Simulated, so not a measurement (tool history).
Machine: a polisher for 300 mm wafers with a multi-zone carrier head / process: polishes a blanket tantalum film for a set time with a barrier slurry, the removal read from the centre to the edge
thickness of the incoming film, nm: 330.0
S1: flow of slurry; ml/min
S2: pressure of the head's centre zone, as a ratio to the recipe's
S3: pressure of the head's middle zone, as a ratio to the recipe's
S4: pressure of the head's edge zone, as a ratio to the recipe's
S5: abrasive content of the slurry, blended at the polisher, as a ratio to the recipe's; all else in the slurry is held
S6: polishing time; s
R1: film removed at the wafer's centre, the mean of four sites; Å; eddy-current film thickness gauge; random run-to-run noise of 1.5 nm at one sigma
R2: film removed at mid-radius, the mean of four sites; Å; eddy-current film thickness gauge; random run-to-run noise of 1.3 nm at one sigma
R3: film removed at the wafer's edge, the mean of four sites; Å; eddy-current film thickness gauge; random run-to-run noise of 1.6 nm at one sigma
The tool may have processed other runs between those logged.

{"run": 1, "hour": 0.0, "S1": 185, "S2": 1, "S3": 1, "S4": 1, "S5": 1, "S6": 49, "R1": 805.37, "R2": 790.84, "R3": 779.98}
{"run": 2, "hour": 1.3, "S1": 190, "S2": 1.03, "S3": 0.99, "S4": 1.04, "S5": 1.15, "S6": 51, "R1": 866.57, "R2": 858.14, "R3": 851.27}
{"run": 3, "hour": 4.4, "S1": 190, "S2": 1.03, "S3": 0.99, "S4": 1.04, "S5": 1.3, "S6": 51, "R1": 914.23, "R2": 857.79, "R3": 919.87}
{"run": 4, "hour": 8.9, "S1": 200, "S2": 1.06, "S3": 1, "S4": 1.04, "S5": 1.35, "S6": 53, "R1": 997.49, "R2": 928.59, "R3": 946.76}
{"run": 5, "hour": 12.2, "S1": 200, "S2": 1.06, "S3": 1, "S4": 1.11, "S5": 1.35, "S6": 53, "R1": 984.96, "R2": 963.54, "R3": 982.82}
{"run": 6, "hour": 16.9, "S1": 205, "S2": 1.09, "S3": 0.98, "S4": 1.12, "S5": 1.4, "S6": 54, "R1": 1037.1, "R2": 967.18, "R3": 1028.9}
{"run": 7, "hour": 24.4, "S1": 210, "S2": 1.12, "S3": 0.98, "S4": 1.13, "S5": 1.45, "S6": 55, "R1": 1131.6, "R2": 984.05, "R3": 1053.4}
{"run": 8, "hour": 27.4, "S1": 215, "S2": 1.12, "S3": 0.98, "S4": 1.14, "S5": 1.45, "S6": 55, "R1": 1119.5, "R2": 997.1, "R3": 1041.5}

What does the tool deliver on the next run?
{"run": 9, "hour": 32.1, "S1": 215, "S2": 1.12, "S3": 0.97, "S4": 1.14, "S5": 1.45, "S6": 56, "R1": "?", "R2": "?", "R3": "?"}

R1: 1148.1 Å
R2: 989.27 Å
R3: 1061.3 Å
